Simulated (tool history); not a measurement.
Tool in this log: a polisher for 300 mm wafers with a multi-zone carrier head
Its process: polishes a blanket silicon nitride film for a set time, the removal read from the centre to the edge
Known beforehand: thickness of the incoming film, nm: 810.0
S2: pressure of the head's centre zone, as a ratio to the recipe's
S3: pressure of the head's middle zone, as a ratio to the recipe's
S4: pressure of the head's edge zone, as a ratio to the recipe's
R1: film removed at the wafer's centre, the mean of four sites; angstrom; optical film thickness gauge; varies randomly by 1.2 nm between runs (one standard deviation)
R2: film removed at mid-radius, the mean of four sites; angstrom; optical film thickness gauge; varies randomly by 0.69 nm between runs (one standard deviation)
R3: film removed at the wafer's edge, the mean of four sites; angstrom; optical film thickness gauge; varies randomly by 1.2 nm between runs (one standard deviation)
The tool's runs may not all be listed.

Run 1, hour 0: flow of slurry (ml/min) 260, S2 1, S3 1, S4 1, polishing time (s) 85. Result: R1 1416.4 angstrom, R2 1430.4 angstrom, R3 1456.7 angstrom.
Run 2, hour 0.5: flow of slurry (ml/min) 260, S2 1, S3 1, S4 1, polishing time (s) 76. Result: R1 1278.2 angstrom, R2 1296.8 angstrom, R3 1289.5 angstrom.
Run 3, hour 1.2: flow of slurry (ml/min) 260, S2 1.06, S3 1, S4 1, polishing time (s) 76. Result: R1 1338.3 angstrom, R2 1296.3 angstrom, R3 1291.2 angstrom.
Run 4, hour 6.1: flow of slurry (ml/min) 260, S2 1.06, S3 1, S4 0.92, polishing time (s) 76. Result: R1 1348.6 angstrom, R2 1285.1 angstrom, R3 1237.6 angstrom.
Run 5, hour 13.6: flow of slurry (ml/min) 260, S2 1.06, S3 1, S4 0.92, polishing time (s) 95. Result: R1 1688.3 angstrom, R2 1600.1 angstrom, R3 1568.2 angstrom.
Run 6, hour 14.1: flow of slurry (ml/min) 245, S2 1.02, S3 0.94, S4 0.91, polishing time (s) 91. Result: R1 1529.8 angstrom, R2 1452.6 angstrom, R3 1487.5 angstrom.
Run 7, hour 19.1: flow of slurry (ml/min) 235, S2 1.01, S3 0.9, S4 0.91, polishing time (s) 87. Result: R1 1460.9 angstrom, R2 1332.3 angstrom, R3 1423.7 angstrom.

For run 8, what comes out?
Run 8, hour 23.5: flow of slurry (ml/min) 225, S2 0.99, S3 0.87, S4 0.9, polishing time (s) 85. Result: R1 ?, R2 ?, R3 ?.

{"run 8": {"R1": 1372.6, "R2": 1248.4, "R3": 1345}}
